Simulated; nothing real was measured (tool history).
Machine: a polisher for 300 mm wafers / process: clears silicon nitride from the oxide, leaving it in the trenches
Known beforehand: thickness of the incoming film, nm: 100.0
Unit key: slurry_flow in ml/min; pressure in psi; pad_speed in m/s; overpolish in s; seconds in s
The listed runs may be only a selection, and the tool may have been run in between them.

{"run": 1, "hour": 0.0, "slurry_flow": 185, "pressure": 2.4, "pad_speed": 1.18, "overpolish": 5, "seconds": 103.76}
{"run": 2, "hour": 5.0, "slurry_flow": 145, "pressure": 2.4, "pad_speed": 1.18, "overpolish": 5, "seconds": 107.42}
{"run": 3, "hour": 7.8, "slurry_flow": 145, "pressure": 2.6, "pad_speed": 1.18, "overpolish": 5, "seconds": 103.75}
{"run": 4, "hour": 14.8, "slurry_flow": 110, "pressure": 2.6, "pad_speed": 1.18, "overpolish": 5, "seconds": 105.56}
{"run": 5, "hour": 15.3, "slurry_flow": 110, "pressure": 2.6, "pad_speed": 0.9, "overpolish": 5, "seconds": 140.49}
{"run": 6, "hour": 16.5, "slurry_flow": 110, "pressure": 2.6, "pad_speed": 0.9, "overpolish": 5, "seconds": 135.21}
{"run": 7, "hour": 20.1, "slurry_flow": 115, "pressure": 3, "pad_speed": 1.06, "overpolish": 5, "seconds": 100.83}
{"run": 8, "hour": 23.9, "slurry_flow": 120, "pressure": 3.2, "pad_speed": 1.16, "overpolish": 5, "seconds": 84.798}
{"run": 9, "hour": 26.0, "slurry_flow": 125, "pressure": 3.4, "pad_speed": 1.22, "overpolish": 5, "seconds": 78.391}

Run 10 comes next. What will it give?
{"run": 10, "hour": 27.6, "slurry_flow": 125, "pressure": 3.5, "pad_speed": 1.3, "overpolish": 5, "seconds": "?"}

seconds: 69.513 s

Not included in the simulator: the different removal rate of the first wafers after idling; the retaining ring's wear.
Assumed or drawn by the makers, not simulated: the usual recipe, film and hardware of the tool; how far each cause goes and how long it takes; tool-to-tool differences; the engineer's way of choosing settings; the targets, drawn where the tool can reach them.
